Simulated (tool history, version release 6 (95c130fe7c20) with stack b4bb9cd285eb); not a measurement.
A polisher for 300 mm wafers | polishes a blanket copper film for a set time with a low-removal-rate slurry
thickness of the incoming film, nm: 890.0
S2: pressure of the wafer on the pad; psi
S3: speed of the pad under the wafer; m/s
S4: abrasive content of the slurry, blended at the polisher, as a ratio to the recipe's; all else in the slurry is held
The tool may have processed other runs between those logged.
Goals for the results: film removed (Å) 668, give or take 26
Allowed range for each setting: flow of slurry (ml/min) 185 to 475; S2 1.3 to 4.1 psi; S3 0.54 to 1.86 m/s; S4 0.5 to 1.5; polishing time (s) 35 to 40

{"run": 1, "hour": 0.0, "flow of slurry (ml/min)": 305, "S2": 2.7, "S3": 1.18, "S4": 1, "polishing time (s)": 40, "film removed (Å)": 1274.4}
{"run": 2, "hour": 4.1, "flow of slurry (ml/min)": 305, "S2": 2.7, "S3": 1.18, "S4": 1, "polishing time (s)": 40, "film removed (Å)": 1267.7}
{"run": 3, "hour": 9.3, "flow of slurry (ml/min)": 345, "S2": 2.7, "S3": 1.18, "S4": 1, "polishing time (s)": 40, "film removed (Å)": 1287.5}
{"run": 4, "hour": 12.1, "flow of slurry (ml/min)": 345, "S2": 2.7, "S3": 1.18, "S4": 1.15, "polishing time (s)": 40, "film removed (Å)": 1313}
{"run": 5, "hour": 15.9, "flow of slurry (ml/min)": 345, "S2": 3, "S3": 1.18, "S4": 1.15, "polishing time (s)": 40, "film removed (Å)": 1467.8}
{"run": 6, "hour": 19.0, "flow of slurry (ml/min)": 345, "S2": 3, "S3": 1.4, "S4": 1.15, "polishing time (s)": 40, "film removed (Å)": 1677.5}
{"run": 7, "hour": 25.3, "flow of slurry (ml/min)": 345, "S2": 2.3, "S3": 1.06, "S4": 1.1, "polishing time (s)": 39, "film removed (Å)": 1005.6}
{"run": 8, "hour": 30.0, "flow of slurry (ml/min)": 345, "S2": 2.1, "S3": 1.04, "S4": 1.1, "polishing time (s)": 39, "film removed (Å)": 922.85}
{"run": 9, "hour": 35.6, "flow of slurry (ml/min)": 345, "S2": 2, "S3": 1.04, "S4": 1.1, "polishing time (s)": 39, "film removed (Å)": 867.63}
{"run": 10, "hour": 39.1, "flow of slurry (ml/min)": 345, "S2": 1.9, "S3": 1.04, "S4": 1.1, "polishing time (s)": 39, "film removed (Å)": 825.81}
{"run": 11, "hour": 46.8, "flow of slurry (ml/min)": 345, "S2": 1.8, "S3": 1.04, "S4": 1.1, "polishing time (s)": 39, "film removed (Å)": 788.89}
{"run": 12, "hour": 50.2, "flow of slurry (ml/min)": 345, "S2": 1.7, "S3": 1.04, "S4": 1.1, "polishing time (s)": 39, "film removed (Å)": 742.25}
{"run": 13, "hour": 55.2, "flow of slurry (ml/min)": 345, "S2": 1.6, "S3": 1.04, "S4": 1.1, "polishing time (s)": 39, "film removed (Å)": 710.08}
{"run": 14, "hour": 59.5, "flow of slurry (ml/min)": 345, "S2": 1.4, "S3": 1.04, "S4": 1.1, "polishing time (s)": 39, "film removed (Å)": 622.02}

Which of these 4 next moves meets every target?
{"run": "A", "hour": 63.8, "flow of slurry (ml/min)": 340, "S2": 1.6, "S3": 0.94, "S4": 1.15, "polishing time (s)": 40, "film removed (Å)": "?"}
{"run": "B", "hour": 63.8, "flow of slurry (ml/min)": 325, "S2": 1.5, "S3": 0.96, "S4": 1.1, "polishing time (s)": 38, "film removed (Å)": "?"}
{"run": "C", "hour": 63.8, "flow of slurry (ml/min)": 340, "S2": 1.4, "S3": 0.98, "S4": 1.1, "polishing time (s)": 37, "film removed (Å)": "?"}
{"run": "D", "hour": 63.8, "flow of slurry (ml/min)": 405, "S2": 1.3, "S3": 1.62, "S4": 1.05, "polishing time (s)": 35, "film removed (Å)": "?"}

move=A film_removed_(Å)=663.03
move=B film_removed_(Å)=592.76
move=C film_removed_(Å)=550.3
move=D film_removed_(Å)=713.43
A: every result within its allowed miss
B: further off than the last run
C: further off than the last run
D: carries the result that was furthest off beyond its target, to the other side
Answer: A

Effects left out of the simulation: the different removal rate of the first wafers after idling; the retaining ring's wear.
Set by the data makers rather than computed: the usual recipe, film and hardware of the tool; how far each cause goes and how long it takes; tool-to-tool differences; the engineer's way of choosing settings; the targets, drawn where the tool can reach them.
